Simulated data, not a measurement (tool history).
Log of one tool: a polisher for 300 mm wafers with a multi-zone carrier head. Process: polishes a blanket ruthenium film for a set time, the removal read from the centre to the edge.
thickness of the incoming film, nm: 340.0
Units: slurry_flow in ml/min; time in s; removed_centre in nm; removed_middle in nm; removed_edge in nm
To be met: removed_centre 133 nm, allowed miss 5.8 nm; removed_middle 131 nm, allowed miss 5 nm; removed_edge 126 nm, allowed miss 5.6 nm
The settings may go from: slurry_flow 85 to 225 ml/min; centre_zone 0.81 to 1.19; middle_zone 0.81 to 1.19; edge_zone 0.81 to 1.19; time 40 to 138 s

run  hour  slurry_flow  centre_zone  middle_zone  edge_zone  time  removed_centre  removed_middle  removed_edge
  1     0          145            1            1          1    88          99.305          97.689         102.1
  2   6.4          160         1.03         1.04       1.03    92          109.17          106.22        107.59
  3   8.3          160         1.03         1.04       1.12    92          110.98           109.1        110.53
  4  13.1          160         1.03         1.04       1.12   102          122.21          119.73        124.19
  5  19.5          185         1.03         1.04       1.12   102          123.23          121.04         125.9
  6  25.2          185         1.03         1.04       1.04   102          123.31          120.23        123.56
  7    34          185         1.03         1.04       1.04   102          122.86          121.42         122.9
  8    43          185         1.04         1.06       1.04   103          127.31          123.83         120.9

Which of these 5 next moves meets every target?
  A    52          190         1.17         1.16       0.99    99               ?               ?             ?
  B    52          195         1.05         1.08       1.01   106               ?               ?             ?
  C    52          200         1.14          1.1       1.02    95               ?               ?             ?
  D    52          220         1.11         1.02       1.12   101               ?               ?             ?
  E    52          190            1         1.04       1.02    95               ?               ?             ?

move  removed_centre  removed_middle  removed_edge
   A          136.04           128.7         114.7
   B          131.33          131.28        124.49
   C          128.29          119.66         112.4
   D          134.78          122.01        126.59
   E           111.6          114.02        111.82
A: brings the result that was furthest off to its target, and leaves another outside
B: meets every target
C: further off than the last run
D: further off than the last run
E: further off than the last run
Answer: B
